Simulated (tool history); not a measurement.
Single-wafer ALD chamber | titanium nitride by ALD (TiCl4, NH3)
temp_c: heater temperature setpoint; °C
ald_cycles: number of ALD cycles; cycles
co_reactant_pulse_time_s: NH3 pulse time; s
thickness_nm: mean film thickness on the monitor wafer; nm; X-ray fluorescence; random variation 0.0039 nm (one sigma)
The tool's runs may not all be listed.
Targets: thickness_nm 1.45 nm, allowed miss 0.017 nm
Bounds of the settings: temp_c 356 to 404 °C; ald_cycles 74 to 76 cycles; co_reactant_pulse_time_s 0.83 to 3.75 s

run 1 hour=0 | temp_c=380 ald_cycles=74 co_reactant_pulse_time_s=2.29 | thickness_nm=1.5337
run 2 hour=5.4 | temp_c=378 ald_cycles=74 co_reactant_pulse_time_s=2.14 | thickness_nm=1.5266
run 3 hour=7.2 | temp_c=378 ald_cycles=76 co_reactant_pulse_time_s=2.14 | thickness_nm=1.5642
run 4 hour=10.4 | temp_c=377 ald_cycles=76 co_reactant_pulse_time_s=2.05 | thickness_nm=1.5518
run 5 hour=15.7 | temp_c=377 ald_cycles=74 co_reactant_pulse_time_s=2.05 | thickness_nm=1.5216
run 6 hour=17.6 | temp_c=375 ald_cycles=74 co_reactant_pulse_time_s=1.93 | thickness_nm=1.511
run 7 hour=20.6 | temp_c=363 ald_cycles=74 co_reactant_pulse_time_s=1.2 | thickness_nm=1.373
run 8 hour=28.2 | temp_c=364 ald_cycles=74 co_reactant_pulse_time_s=1.2 | thickness_nm=1.3819
run 9 hour=35.9 | temp_c=364 ald_cycles=74 co_reactant_pulse_time_s=1.2 | thickness_nm=1.3748
run 10 hour=40.3 | temp_c=365 ald_cycles=74 co_reactant_pulse_time_s=1.2 | thickness_nm=1.3849
run 11 hour=47.4 | temp_c=366 ald_cycles=74 co_reactant_pulse_time_s=1.2 | thickness_nm=1.3886
run 12 hour=49.2 | temp_c=367 ald_cycles=74 co_reactant_pulse_time_s=1.2 | thickness_nm=1.3819
run 13 hour=51.8 | temp_c=368 ald_cycles=74 co_reactant_pulse_time_s=1.2 | thickness_nm=1.4001
run 14 hour=54.2 | temp_c=368 ald_cycles=74 co_reactant_pulse_time_s=1.2 | thickness_nm=1.3974
run 15 hour=55.9 | temp_c=369 ald_cycles=74 co_reactant_pulse_time_s=1.2 | thickness_nm=1.3944
run 16 hour=59.5 | temp_c=369 ald_cycles=74 co_reactant_pulse_time_s=1.2 | thickness_nm=1.398
run 17 hour=60.4 | temp_c=370 ald_cycles=74 co_reactant_pulse_time_s=1.2 | thickness_nm=1.3997
run 18 hour=68.1 | temp_c=371 ald_cycles=74 co_reactant_pulse_time_s=1.2 | thickness_nm=1.4101
run 19 hour=70.8 | temp_c=372 ald_cycles=74 co_reactant_pulse_time_s=1.2 | thickness_nm=1.4116
run 20 hour=79.4 | temp_c=373 ald_cycles=74 co_reactant_pulse_time_s=1.2 | thickness_nm=1.4114

Which of these 5 next moves meets every target?
run A hour=88 | temp_c=373 ald_cycles=76 co_reactant_pulse_time_s=1.04 | thickness_nm=?
run B hour=88 | temp_c=377 ald_cycles=75 co_reactant_pulse_time_s=1.47 | thickness_nm=?
run C hour=88 | temp_c=376 ald_cycles=76 co_reactant_pulse_time_s=0.9 | thickness_nm=?
run D hour=88 | temp_c=374 ald_cycles=75 co_reactant_pulse_time_s=1.28 | thickness_nm=?
run E hour=88 | temp_c=376 ald_cycles=74 co_reactant_pulse_time_s=1.58 | thickness_nm=?

move=A thickness_nm=1.4071
move=B thickness_nm=1.4828
move=C thickness_nm=1.3655
move=D thickness_nm=1.4481
move=E thickness_nm=1.4734
A: further off than the last run
B: takes the result that was furthest off past its target
C: further off than the last run
D: meets every target
E: takes the result that was furthest off past its target
Move D is the one to make.
